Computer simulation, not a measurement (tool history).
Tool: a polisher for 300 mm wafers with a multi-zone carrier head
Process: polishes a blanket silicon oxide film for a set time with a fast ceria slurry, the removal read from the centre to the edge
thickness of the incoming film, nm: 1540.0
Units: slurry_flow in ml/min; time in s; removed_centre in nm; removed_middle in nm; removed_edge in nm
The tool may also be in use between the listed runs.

run    day  slurry_flow  centre_zone  middle_zone  edge_zone  time  removed_centre  removed_middle  removed_edge
  1  0.000          305         1.00         1.00       1.00    29          517.21          520.58        530.97
  2  0.233          305         1.00         0.97       1.00    29          521.72          509.25        527.08
  3  0.367          300         0.98         0.95       0.96    28          487.23          487.06        494.34
  4  0.479          295         0.97         0.93       0.94    28          482.29          469.04        502.82
  5  0.733          300         0.97         0.94       0.92    27          464.33          466.27        457.48
  6  0.933          300         0.97         1.01       0.92    27          467.88          493.88        469.06

Run 7 comes next. What will it give?
  7  0.962          295         0.96         0.99       0.91    27               ?               ?             ?

{"run 7": {"removed_centre": 462.71, "removed_middle": 475.09, "removed_edge": 461.8}}

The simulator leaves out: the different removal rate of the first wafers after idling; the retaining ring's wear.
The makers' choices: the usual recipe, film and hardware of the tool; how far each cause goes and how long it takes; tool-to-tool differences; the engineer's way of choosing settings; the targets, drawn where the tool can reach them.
